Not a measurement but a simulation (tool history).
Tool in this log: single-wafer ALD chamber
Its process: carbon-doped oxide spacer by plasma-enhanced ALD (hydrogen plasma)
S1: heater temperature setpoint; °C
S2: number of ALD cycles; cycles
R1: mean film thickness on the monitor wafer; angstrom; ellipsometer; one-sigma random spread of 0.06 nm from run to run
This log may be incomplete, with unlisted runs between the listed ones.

run 1 hour=0 | S1=415 S2=242 | R1=122.49
run 2 hour=7 | S1=409 S2=242 | R1=124.49
run 3 hour=10 | S1=408 S2=246 | R1=126.81
run 4 hour=11 | S1=407 S2=250 | R1=129.28
run 5 hour=16.9 | S1=417 S2=250 | R1=124.95
run 6 hour=25 | S1=413 S2=250 | R1=126.19

The next listed run, before its measurement:
run 7 hour=33.3 | S1=401 S2=283 | R1=?

R1: 149.07 angstrom

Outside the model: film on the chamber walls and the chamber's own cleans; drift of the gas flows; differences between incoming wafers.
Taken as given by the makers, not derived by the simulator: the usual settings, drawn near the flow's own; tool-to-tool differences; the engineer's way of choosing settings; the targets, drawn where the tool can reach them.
